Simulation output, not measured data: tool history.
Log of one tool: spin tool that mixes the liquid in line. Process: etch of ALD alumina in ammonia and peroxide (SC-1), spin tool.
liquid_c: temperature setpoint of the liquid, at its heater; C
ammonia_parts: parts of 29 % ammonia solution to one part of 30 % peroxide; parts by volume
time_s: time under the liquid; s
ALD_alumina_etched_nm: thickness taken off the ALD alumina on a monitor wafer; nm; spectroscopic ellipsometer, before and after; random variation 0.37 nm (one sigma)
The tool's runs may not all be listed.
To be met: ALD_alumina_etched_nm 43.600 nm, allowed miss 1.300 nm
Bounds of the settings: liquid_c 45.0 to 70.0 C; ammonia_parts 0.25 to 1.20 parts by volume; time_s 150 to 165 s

run 1 hour=0.0 | liquid_c=61.0 ammonia_parts=0.95 time_s=150 | ALD_alumina_etched_nm=27.169
run 2 hour=6.3 | liquid_c=61.0 ammonia_parts=0.70 time_s=150 | ALD_alumina_etched_nm=26.501
run 3 hour=14.8 | liquid_c=61.0 ammonia_parts=0.40 time_s=150 | ALD_alumina_etched_nm=24.839
run 4 hour=16.0 | liquid_c=65.5 ammonia_parts=0.40 time_s=150 | ALD_alumina_etched_nm=30.882
run 5 hour=16.7 | liquid_c=60.0 ammonia_parts=0.40 time_s=150 | ALD_alumina_etched_nm=24.254
run 6 hour=22.7 | liquid_c=62.5 ammonia_parts=0.50 time_s=155 | ALD_alumina_etched_nm=28.630
run 7 hour=28.8 | liquid_c=62.5 ammonia_parts=0.50 time_s=155 | ALD_alumina_etched_nm=28.617
run 8 hour=37.1 | liquid_c=64.5 ammonia_parts=0.55 time_s=155 | ALD_alumina_etched_nm=32.057
run 9 hour=39.4 | liquid_c=66.0 ammonia_parts=0.60 time_s=155 | ALD_alumina_etched_nm=34.992

5 next moves are on the table. One of them brings every result within its allowed miss. Which?
run A hour=41.7 | liquid_c=64.0 ammonia_parts=0.55 time_s=150 | ALD_alumina_etched_nm=?
run B hour=41.7 | liquid_c=63.5 ammonia_parts=0.40 time_s=150 | ALD_alumina_etched_nm=?
run C hour=41.7 | liquid_c=61.5 ammonia_parts=0.50 time_s=150 | ALD_alumina_etched_nm=?
run D hour=41.7 | liquid_c=67.0 ammonia_parts=0.90 time_s=165 | ALD_alumina_etched_nm=?
run E hour=41.7 | liquid_c=70.0 ammonia_parts=0.45 time_s=165 | ALD_alumina_etched_nm=?

move=A ALD_alumina_etched_nm=29.964
move=B ALD_alumina_etched_nm=28.358
move=C ALD_alumina_etched_nm=26.181
move=D ALD_alumina_etched_nm=40.046
move=E ALD_alumina_etched_nm=43.389
A: further off than the last run
B: further off than the last run
C: further off than the last run
D: nearer than the last run, and not there yet
E: meets every target
The right move is E.

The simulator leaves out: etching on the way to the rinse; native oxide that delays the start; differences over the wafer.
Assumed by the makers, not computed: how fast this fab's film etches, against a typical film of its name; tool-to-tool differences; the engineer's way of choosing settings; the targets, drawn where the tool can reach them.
